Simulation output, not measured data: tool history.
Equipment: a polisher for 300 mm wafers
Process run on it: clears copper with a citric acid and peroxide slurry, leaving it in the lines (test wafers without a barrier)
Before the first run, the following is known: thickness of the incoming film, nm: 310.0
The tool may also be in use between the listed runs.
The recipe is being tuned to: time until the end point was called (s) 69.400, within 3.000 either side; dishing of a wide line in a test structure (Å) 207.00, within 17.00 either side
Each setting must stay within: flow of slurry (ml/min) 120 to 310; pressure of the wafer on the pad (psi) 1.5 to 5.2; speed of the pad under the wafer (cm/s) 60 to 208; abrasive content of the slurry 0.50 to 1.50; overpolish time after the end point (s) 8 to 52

| run | hour | flow of slurry (ml/min) | pressure of the wafer on the pad (psi) | speed of the pad under the wafer (cm/s) | abrasive content of the slurry | overpolish time after the end point (s) | time until the end point was called (s) | dishing of a wide line in a test structure (Å) |
|---|---|---|---|---|---|---|---|---|
| 1 | 0.0 | 200 | 3.3 | 134 | 1.00 | 26 | 100.280 | 368.54 |
| 2 | 1.1 | 200 | 3.3 | 108 | 1.00 | 26 | 121.530 | 329.12 |
| 3 | 1.8 | 200 | 3.3 | 108 | 1.10 | 26 | 117.230 | 337.87 |
| 4 | 7.5 | 200 | 3.3 | 108 | 1.10 | 34 | 122.220 | 397.65 |
| 5 | 14.5 | 200 | 3.3 | 108 | 1.10 | 45 | 121.590 | 471.51 |
| 6 | 17.0 | 200 | 2.8 | 108 | 1.10 | 45 | 140.550 | 416.54 |
| 7 | 24.5 | 215 | 2.8 | 120 | 1.05 | 41 | 122.330 | 435.77 |
| 8 | 31.7 | 205 | 2.8 | 130 | 1.00 | 37 | 117.740 | 418.95 |
|  | 39.3 | slurry nozzle cleaned |
| 9 | 39.3 | 205 | 2.9 | 130 | 1.05 | 34 | 103.770 | 423.21 |
| 10 | 46.5 | 195 | 2.7 | 136 | 1.05 | 31 | 108.340 | 398.84 |
| 11 | 50.4 | 210 | 3.0 | 134 | 1.00 | 28 | 99.254 | 388.98 |
| 12 | 53.7 | 220 | 3.1 | 134 | 0.95 | 26 | 96.630 | 375.54 |
| 13 | 55.1 | 230 | 3.2 | 134 | 0.90 | 24 | 94.925 | 360.39 |
| 14 | 57.6 | 240 | 3.3 | 134 | 0.85 | 22 | 92.809 | 349.34 |
| 15 | 64.0 | 250 | 3.4 | 136 | 0.80 | 20 | 90.366 | 340.75 |
| 16 | 70.6 | 255 | 3.4 | 138 | 0.75 | 19 | 88.705 | 330.69 |
| 17 | 77.9 | 310 | 2.9 | 174 | 0.50 | 8 | 93.205 | 161.63 |

5 next moves are on the table. One of them brings every result within its allowed miss. Which?
| A | 85.2 | 295 | 3.7 | 176 | 0.55 | 8 | ? | ? |
| B | 85.2 | 300 | 3.1 | 186 | 0.60 | 11 | ? | ? |
| C | 85.2 | 295 | 2.8 | 206 | 0.55 | 12 | ? | ? |
| D | 85.2 | 310 | 3.0 | 196 | 0.55 | 14 | ? | ? |
| E | 85.2 | 310 | 3.0 | 200 | 0.50 | 12 | ? | ? |

| move | time until the end point was called (s) | dishing of a wide line in a test structure (Å) |
|---|---|---|
| A | 71.063 | 205.87 |
| B | 77.916 | 245.29 |
| C | 79.923 | 255.77 |
| D | 78.109 | 293.30 |
| E | 78.743 | 259.76 |
A: hits every target within its allowed miss
B: closes in on the targets versus the last run, not all within tolerance yet
C: closes in on the targets versus the last run, not all within tolerance yet
D: closes in on the targets versus the last run, not all within tolerance yet
E: closes in on the targets versus the last run, not all within tolerance yet
The right move is A.
